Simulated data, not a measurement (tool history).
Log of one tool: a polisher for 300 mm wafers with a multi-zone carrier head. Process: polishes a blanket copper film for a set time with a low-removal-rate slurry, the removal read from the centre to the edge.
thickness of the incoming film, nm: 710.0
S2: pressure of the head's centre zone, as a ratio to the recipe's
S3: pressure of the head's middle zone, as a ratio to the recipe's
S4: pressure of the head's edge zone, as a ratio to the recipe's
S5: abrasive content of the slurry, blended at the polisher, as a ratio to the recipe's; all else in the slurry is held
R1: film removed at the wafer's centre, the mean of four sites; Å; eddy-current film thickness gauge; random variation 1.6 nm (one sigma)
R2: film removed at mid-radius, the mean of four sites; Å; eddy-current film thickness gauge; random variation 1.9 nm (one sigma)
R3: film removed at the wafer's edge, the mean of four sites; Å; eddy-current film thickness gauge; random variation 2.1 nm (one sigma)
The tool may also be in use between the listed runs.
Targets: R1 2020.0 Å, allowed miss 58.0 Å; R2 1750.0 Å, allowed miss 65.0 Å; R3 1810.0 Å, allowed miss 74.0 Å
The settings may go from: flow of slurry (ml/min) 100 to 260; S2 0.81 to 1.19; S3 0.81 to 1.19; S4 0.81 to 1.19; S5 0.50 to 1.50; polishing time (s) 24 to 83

{"run": 1, "hour": 0.0, "flow of slurry (ml/min)": 165, "S2": 1.0, "S3": 1.0, "S4": 1.0, "S5": 1.0, "polishing time (s)": 53, "R1": 1583.6, "R2": 1556.3, "R3": 1564.4}
{"run": 2, "hour": 1.8, "flow of slurry (ml/min)": 180, "S2": 1.03, "S3": 1.0, "S4": 1.02, "S5": 1.05, "polishing time (s)": 53, "R1": 1686.3, "R2": 1613.4, "R3": 1646.5}
{"run": 3, "hour": 4.0, "flow of slurry (ml/min)": 195, "S2": 1.05, "S3": 1.0, "S4": 1.02, "S5": 1.05, "polishing time (s)": 53, "R1": 1699.1, "R2": 1628.3, "R3": 1664.8}
{"run": 4, "hour": 4.7, "flow of slurry (ml/min)": 195, "S2": 1.05, "S3": 1.0, "S4": 1.02, "S5": 1.2, "polishing time (s)": 53, "R1": 1772.8, "R2": 1701.8, "R3": 1691.5}
{"run": 5, "hour": 10.8, "flow of slurry (ml/min)": 195, "S2": 1.05, "S3": 1.0, "S4": 1.02, "S5": 1.2, "polishing time (s)": 61, "R1": 2046.0, "R2": 1920.5, "R3": 1989.3}
{"run": 6, "hour": 15.6, "flow of slurry (ml/min)": 185, "S2": 1.06, "S3": 0.99, "S4": 1.0, "S5": 1.2, "polishing time (s)": 61, "R1": 2060.9, "R2": 1949.3, "R3": 1982.9}
{"run": 7, "hour": 18.1, "flow of slurry (ml/min)": 180, "S2": 1.07, "S3": 0.97, "S4": 0.98, "S5": 1.15, "polishing time (s)": 61, "R1": 2051.0, "R2": 1865.4, "R3": 1898.2}
{"run": 8, "hour": 21.4, "flow of slurry (ml/min)": 175, "S2": 1.07, "S3": 0.96, "S4": 0.97, "S5": 1.15, "polishing time (s)": 61, "R1": 2023.5, "R2": 1840.3, "R3": 1899.2}
{"run": 9, "hour": 25.1, "flow of slurry (ml/min)": 170, "S2": 1.08, "S3": 0.95, "S4": 0.96, "S5": 1.15, "polishing time (s)": 61, "R1": 1997.6, "R2": 1829.9, "R3": 1890.8}
{"run": 10, "hour": 26.9, "flow of slurry (ml/min)": 170, "S2": 1.08, "S3": 0.95, "S4": 0.96, "S5": 1.15, "polishing time (s)": 61, "R1": 2015.3, "R2": 1822.4, "R3": 1910.3}

4 next moves are on the table. One of them brings every result within its allowed miss. Which?
{"run": "A", "hour": 28.7, "flow of slurry (ml/min)": 140, "S2": 1.07, "S3": 0.9, "S4": 1.0, "S5": 1.25, "polishing time (s)": 64, "R1": "?", "R2": "?", "R3": "?"}
{"run": "B", "hour": 28.7, "flow of slurry (ml/min)": 155, "S2": 1.05, "S3": 0.81, "S4": 1.03, "S5": 1.2, "polishing time (s)": 63, "R1": "?", "R2": "?", "R3": "?"}
{"run": "C", "hour": 28.7, "flow of slurry (ml/min)": 210, "S2": 1.06, "S3": 1.01, "S4": 0.91, "S5": 1.2, "polishing time (s)": 60, "R1": "?", "R2": "?", "R3": "?"}
{"run": "D", "hour": 28.7, "flow of slurry (ml/min)": 180, "S2": 1.13, "S3": 0.95, "S4": 0.94, "S5": 1.1, "polishing time (s)": 59, "R1": "?", "R2": "?", "R3": "?"}

move=A R1=2113.9 R2=1786.6 R3=2014.5
move=B R1=2055.1 R2=1614.2 R3=2008.5
move=C R1=2056.5 R2=1915.4 R3=1847.6
move=D R1=2025.5 R2=1709.9 R3=1773.2
A: further off than the last run
B: further off than the last run
C: brings the result that was furthest off to its target, and leaves another outside
D: meets every target
The right move is D.
